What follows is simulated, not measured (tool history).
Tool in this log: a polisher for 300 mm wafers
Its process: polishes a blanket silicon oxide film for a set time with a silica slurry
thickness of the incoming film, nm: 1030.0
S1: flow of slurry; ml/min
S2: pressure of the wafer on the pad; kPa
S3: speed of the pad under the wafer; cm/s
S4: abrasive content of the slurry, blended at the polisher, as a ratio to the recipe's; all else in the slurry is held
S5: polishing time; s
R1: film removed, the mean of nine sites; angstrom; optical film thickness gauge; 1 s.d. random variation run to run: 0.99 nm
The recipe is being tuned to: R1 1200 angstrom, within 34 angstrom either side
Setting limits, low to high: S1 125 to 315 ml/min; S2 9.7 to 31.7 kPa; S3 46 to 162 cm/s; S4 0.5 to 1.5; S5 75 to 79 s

| run | hour | S1 | S2 | S3 | S4 | S5 | R1 |
|---|---|---|---|---|---|---|---|
| 1 | 0 | 205 | 20.7 | 104 | 1 | 75 | 1269.2 |
| 2 | 3.5 | 205 | 20.7 | 104 | 1 | 79 | 1339.8 |
| 3 | 11.7 | 205 | 15.9 | 104 | 1 | 79 | 1053 |
| 4 | 19.7 | 205 | 15.9 | 104 | 1 | 75 | 979.46 |
| 5 | 27.9 | 205 | 15.9 | 104 | 1.1 | 75 | 1027.9 |
| 6 | 30.4 | 210 | 16.5 | 104 | 1.1 | 75 | 1058.5 |
| 7 | 33.1 | 210 | 17.2 | 104 | 1.1 | 75 | 1100.1 |
| 8 | 35.3 | 215 | 17.9 | 104 | 1.1 | 75 | 1155.3 |
| 9 | 37.4 | 220 | 17.9 | 104 | 1.1 | 75 | 1148.6 |

Consider the 5 candidate settings below. Which is the only one whose results all fall within their allowed miss of target?
| A | 39.5 | 240 | 21.4 | 96 | 1.05 | 75 | ? |
| B | 39.5 | 220 | 19.3 | 98 | 1.1 | 79 | ? |
| C | 39.5 | 225 | 18.6 | 92 | 1.35 | 79 | ? |
| D | 39.5 | 300 | 17.9 | 102 | 1.15 | 75 | ? |
| E | 39.5 | 215 | 18.6 | 100 | 1.15 | 79 | ? |

| move | R1 |
|---|---|
| A | 1301.6 |
| B | 1275.3 |
| C | 1290.2 |
| D | 1218 |
| E | 1267.6 |
A: moves the result that the last run missed by most past its target, out the other side
B: moves the result that the last run missed by most past its target, out the other side
C: moves the result that the last run missed by most past its target, out the other side
D: each result inside its tolerance
E: moves the result that the last run missed by most past its target, out the other side
D meets every target.
